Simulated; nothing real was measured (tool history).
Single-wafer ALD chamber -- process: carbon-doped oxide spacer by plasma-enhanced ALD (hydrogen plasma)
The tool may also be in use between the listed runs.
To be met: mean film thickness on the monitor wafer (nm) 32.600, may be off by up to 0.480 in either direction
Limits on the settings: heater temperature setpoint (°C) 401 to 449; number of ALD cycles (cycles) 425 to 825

| run | hour | heater temperature setpoint (°C) | number of ALD cycles (cycles) | mean film thickness on the monitor wafer (nm) |
|---|---|---|---|---|
| 1 | 0.0 | 425 | 625 | 26.935 |
| 2 | 3.8 | 429 | 625 | 26.364 |
| 3 | 7.4 | 421 | 648 | 28.134 |
| 4 | 9.8 | 429 | 648 | 27.386 |
| 5 | 13.4 | 424 | 648 | 27.985 |
| 6 | 19.4 | 418 | 665 | 29.205 |
| 7 | 29.2 | 414 | 680 | 30.259 |
| 8 | 33.5 | 411 | 690 | 31.126 |
| 9 | 42.6 | 409 | 695 | 31.388 |

Exactly one of the 4 candidate moves below puts every result within its allowed miss. Which one?
| A | 51.7 | 410 | 644 | ? |
| B | 51.7 | 407 | 688 | ? |
| C | 51.7 | 411 | 721 | ? |
| D | 51.7 | 412 | 699 | ? |

| move | mean film thickness on the monitor wafer (nm) |
|---|---|
| A | 29.171 |
| B | 31.492 |
| C | 32.545 |
| D | 31.441 |
A: moves away from the targets compared with the last run
B: closer than the last run, but not yet in spec
C: meets every target
D: roughly where the last run was
Go with C: it meets all targets.
